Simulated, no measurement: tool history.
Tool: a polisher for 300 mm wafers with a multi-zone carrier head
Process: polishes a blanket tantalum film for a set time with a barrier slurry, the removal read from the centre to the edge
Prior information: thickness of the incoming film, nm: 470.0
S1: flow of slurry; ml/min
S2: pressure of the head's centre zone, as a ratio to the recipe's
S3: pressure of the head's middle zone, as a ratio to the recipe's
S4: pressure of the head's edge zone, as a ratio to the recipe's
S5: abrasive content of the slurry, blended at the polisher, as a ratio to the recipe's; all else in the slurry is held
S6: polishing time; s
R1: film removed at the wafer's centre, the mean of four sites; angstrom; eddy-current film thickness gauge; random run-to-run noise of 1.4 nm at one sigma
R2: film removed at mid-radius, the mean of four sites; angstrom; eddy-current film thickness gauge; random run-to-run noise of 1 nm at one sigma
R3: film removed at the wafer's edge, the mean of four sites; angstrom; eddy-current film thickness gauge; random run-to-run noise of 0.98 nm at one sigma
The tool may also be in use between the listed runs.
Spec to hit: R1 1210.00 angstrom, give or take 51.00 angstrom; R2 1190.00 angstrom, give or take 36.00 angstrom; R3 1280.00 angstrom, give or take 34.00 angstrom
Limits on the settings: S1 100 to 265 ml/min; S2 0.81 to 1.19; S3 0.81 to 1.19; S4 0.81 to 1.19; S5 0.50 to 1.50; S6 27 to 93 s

{"run": 1, "day": 0.0, "S1": 170, "S2": 1.0, "S3": 1.0, "S4": 1.0, "S5": 1.0, "S6": 59, "R1": 861.09, "R2": 860.46, "R3": 875.02}
{"run": 2, "day": 0.112, "S1": 175, "S2": 1.0, "S3": 1.0, "S4": 1.03, "S5": 1.1, "S6": 60, "R1": 881.63, "R2": 905.2, "R3": 934.23}
{"run": 3, "day": 0.25, "S1": 175, "S2": 1.0, "S3": 1.0, "S4": 1.08, "S5": 1.1, "S6": 60, "R1": 900.23, "R2": 901.97, "R3": 943.02}
{"run": 4, "day": 0.554, "S1": 175, "S2": 1.0, "S3": 0.95, "S4": 1.08, "S5": 1.1, "S6": 60, "R1": 902.01, "R2": 864.59, "R3": 943.79}
{"run": 5, "day": 0.725, "S1": 175, "S2": 1.0, "S3": 0.88, "S4": 1.08, "S5": 1.1, "S6": 60, "R1": 899.36, "R2": 799.49, "R3": 948.04}
{"run": 6, "day": 0.896, "S1": 175, "S2": 1.0, "S3": 0.81, "S4": 1.08, "S5": 1.1, "S6": 60, "R1": 911.54, "R2": 760.6, "R3": 950.74}
{"run": 7, "day": 1.079, "S1": 180, "S2": 1.0, "S3": 0.84, "S4": 1.09, "S5": 1.15, "S6": 62, "R1": 929.75, "R2": 827.52, "R3": 999.02}
{"run": 8, "day": 1.45, "S1": 185, "S2": 1.02, "S3": 0.86, "S4": 1.1, "S5": 1.2, "S6": 63, "R1": 989.11, "R2": 856.96, "R3": 1019.8}
{"run": 9, "day": 1.792, "S1": 225, "S2": 0.95, "S3": 0.96, "S4": 1.15, "S5": 1.45, "S6": 73, "R1": 1111.9, "R2": 1172.5, "R3": 1264.6}

Of the 4 settings listed for the next run, only one would bring every result within its allowed miss of target. Which one?
{"run": "A", "day": 2.133, "S1": 240, "S2": 1.04, "S3": 1.02, "S4": 1.04, "S5": 1.45, "S6": 70, "R1": "?", "R2": "?", "R3": "?"}
{"run": "B", "day": 2.133, "S1": 255, "S2": 1.0, "S3": 0.97, "S4": 1.14, "S5": 1.25, "S6": 74, "R1": "?", "R2": "?", "R3": "?"}
{"run": "C", "day": 2.133, "S1": 235, "S2": 0.95, "S3": 0.97, "S4": 1.08, "S5": 1.4, "S6": 70, "R1": "?", "R2": "?", "R3": "?"}
{"run": "D", "day": 2.133, "S1": 225, "S2": 0.94, "S3": 1.01, "S4": 1.1, "S5": 1.5, "S6": 71, "R1": "?", "R2": "?", "R3": "?"}

move=A R1=1186.50 R2=1170.70 R3=1179.70
move=B R1=1185.50 R2=1165.90 R3=1271.40
move=C R1=1073.20 R2=1113.10 R3=1189.30
move=D R1=1082.70 R2=1174.70 R3=1223.30
A: the worst result of the last run now meets its target, but another is out of spec
B: all results in spec
C: lands further from the targets than the last run did
D: lands further from the targets than the last run did
B is the move that brings every result within its allowed miss.

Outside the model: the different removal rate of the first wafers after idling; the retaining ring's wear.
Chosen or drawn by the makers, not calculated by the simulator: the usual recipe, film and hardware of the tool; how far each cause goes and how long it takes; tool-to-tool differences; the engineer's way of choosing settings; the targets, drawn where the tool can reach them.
